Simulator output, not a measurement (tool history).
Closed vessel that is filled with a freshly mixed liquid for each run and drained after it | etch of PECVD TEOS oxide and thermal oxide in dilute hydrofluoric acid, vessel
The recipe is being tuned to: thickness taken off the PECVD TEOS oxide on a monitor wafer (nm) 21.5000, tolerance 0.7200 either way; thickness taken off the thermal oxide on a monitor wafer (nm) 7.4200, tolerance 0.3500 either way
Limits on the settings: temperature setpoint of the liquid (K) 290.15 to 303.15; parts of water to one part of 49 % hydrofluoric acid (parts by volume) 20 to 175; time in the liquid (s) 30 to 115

run	hour	temperature setpoint of the liquid (K)	parts of water to one part of 49 % hydrofluoric acid (parts by volume)	time in the liquid (s)	thickness taken off the PECVD TEOS oxide on a monitor wafer (nm)	thickness taken off the thermal oxide on a monitor wafer (nm)
1	0.0	295.15	95	60	7.6099	2.6731
2	5.2	292.65	95	60	6.9643	2.3961
3	10.9	292.65	95	70	8.0111	2.7057
4	17.8	293.65	90	70	8.9107	3.0304
5	26.3	293.65	110	70	7.1814	2.4579
6	32.6	294.65	100	70	8.2757	2.8723
7	40.9	295.15	90	70	9.3971	3.2159
8	47.1	296.15	85	70	10.4580	3.6353
9	50.2	296.65	80	70	11.4750	3.9608
10	52.3	297.15	75	70	12.5350	4.3928
11	59.5	297.65	70	70	13.7010	4.8109
12	61.0	298.15	65	70	14.9830	5.4009
13	62.0	299.15	55	75	20.5960	7.2206

Consider the 4 candidate settings below. Which is the only one whose results all fall within their allowed miss of target?
A	63.0	298.15	50	75	?	?
B	63.0	299.15	60	80	?	?
C	63.0	303.15	45	50	?	?
D	63.0	297.65	40	55	?	?

move	thickness taken off the PECVD TEOS oxide on a monitor wafer (nm)	thickness taken off the thermal oxide on a monitor wafer (nm)
A	21.7430	7.2884
B	19.8530	6.6548
C	19.8270	6.6462
D	19.7930	6.6348
A: in spec on every target
B: the biggest miss grows against the last run
C: the biggest miss grows against the last run
D: the biggest miss grows against the last run
The right move is A.
